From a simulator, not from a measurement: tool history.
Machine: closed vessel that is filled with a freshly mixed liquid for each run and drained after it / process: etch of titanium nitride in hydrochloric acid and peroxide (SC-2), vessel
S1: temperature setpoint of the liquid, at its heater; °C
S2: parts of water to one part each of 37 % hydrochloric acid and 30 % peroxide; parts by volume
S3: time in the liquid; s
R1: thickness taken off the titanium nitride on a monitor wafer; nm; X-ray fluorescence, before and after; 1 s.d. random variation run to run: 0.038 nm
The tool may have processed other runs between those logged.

run	hour	S1	S2	S3	R1
1	0.0	57.0	6.5	630	30.752
2	3.5	57.0	6.5	630	30.475
3	12.4	57.0	7.5	630	27.526
4	15.2	57.0	6.0	630	32.659
5	22.5	60.0	6.0	630	39.290
6	29.2	55.0	6.5	630	26.968
7	37.8	51.0	7.0	630	19.569
8	44.1	48.5	7.0	630	16.667
9	48.3	46.5	7.0	630	14.512

Expected results for the next run?
# hour 51.6: chemicals flow meter replaced
10	51.6	45.0	7.0	630	?

Logged for run 10: R1 12.443 nm.
